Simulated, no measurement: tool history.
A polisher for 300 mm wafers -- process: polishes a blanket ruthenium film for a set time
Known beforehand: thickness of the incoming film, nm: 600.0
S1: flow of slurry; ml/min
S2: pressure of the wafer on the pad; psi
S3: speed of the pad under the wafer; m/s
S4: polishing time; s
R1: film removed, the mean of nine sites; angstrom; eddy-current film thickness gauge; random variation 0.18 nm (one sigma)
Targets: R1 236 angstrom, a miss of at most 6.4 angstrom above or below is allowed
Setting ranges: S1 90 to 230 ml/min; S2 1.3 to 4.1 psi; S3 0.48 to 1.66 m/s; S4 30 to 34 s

| run | hour | S1 | S2 | S3 | S4 | R1 |
|---|---|---|---|---|---|---|
| 1 | 0 | 150 | 2.7 | 1.06 | 34 | 472.58 |
| 2 | 6.3 | 150 | 2.7 | 0.92 | 34 | 415.23 |
| 3 | 9.2 | 180 | 2.7 | 0.92 | 34 | 427.65 |
| 4 | 16.9 | 195 | 2.7 | 0.92 | 34 | 434.43 |
| 5 | 23.2 | 195 | 2.7 | 0.92 | 30 | 375.92 |
| 6 | 27.1 | 195 | 2.7 | 0.92 | 34 | 428.4 |
| 7 | 27.8 | 195 | 2.6 | 0.92 | 34 | 414.42 |
| 8 | 30.9 | 195 | 2.5 | 0.9 | 34 | 394.28 |
| 9 | 33.8 | 195 | 2.4 | 0.88 | 34 | 367.12 |
| 10 | 40 | 195 | 2.3 | 0.88 | 34 | 354.14 |
| 11 | 46.4 | 195 | 2.2 | 0.88 | 34 | 338.29 |
| 12 | 53.8 | 195 | 2.1 | 0.88 | 34 | 326.14 |
| 13 | 57.4 | 195 | 2 | 0.88 | 34 | 308.5 |
| 14 | 64.1 | 195 | 1.9 | 0.88 | 34 | 298.59 |
| 15 | 64.9 | 195 | 1.8 | 0.88 | 34 | 279.17 |
| 16 | 65.9 | 185 | 1.6 | 0.88 | 34 | 250.34 |
| 17 | 71.9 | 170 | 1.6 | 0.88 | 34 | 244.78 |
| 18 | 77.6 | 155 | 1.5 | 0.88 | 34 | 228.74 |
| 19 | 84.6 | 160 | 1.5 | 0.88 | 34 | 227.44 |

Exercise: of the 4 proposed moves below, exactly one satisfies all targets within the stated allowed misses. Which move is it?
| A | 91.6 | 160 | 1.6 | 0.86 | 32 | ? |
| B | 91.6 | 165 | 1.3 | 1 | 33 | ? |
| C | 91.6 | 160 | 1.4 | 0.9 | 34 | ? |
| D | 91.6 | 180 | 1.3 | 1.08 | 33 | ? |

| move | R1 |
|---|---|
| A | 223.82 |
| B | 217.67 |
| C | 218.05 |
| D | 236.21 |
A: the biggest miss grows against the last run
B: the biggest miss grows against the last run
C: the biggest miss grows against the last run
D: every result within its allowed miss
Correct choice: D, which meets every target

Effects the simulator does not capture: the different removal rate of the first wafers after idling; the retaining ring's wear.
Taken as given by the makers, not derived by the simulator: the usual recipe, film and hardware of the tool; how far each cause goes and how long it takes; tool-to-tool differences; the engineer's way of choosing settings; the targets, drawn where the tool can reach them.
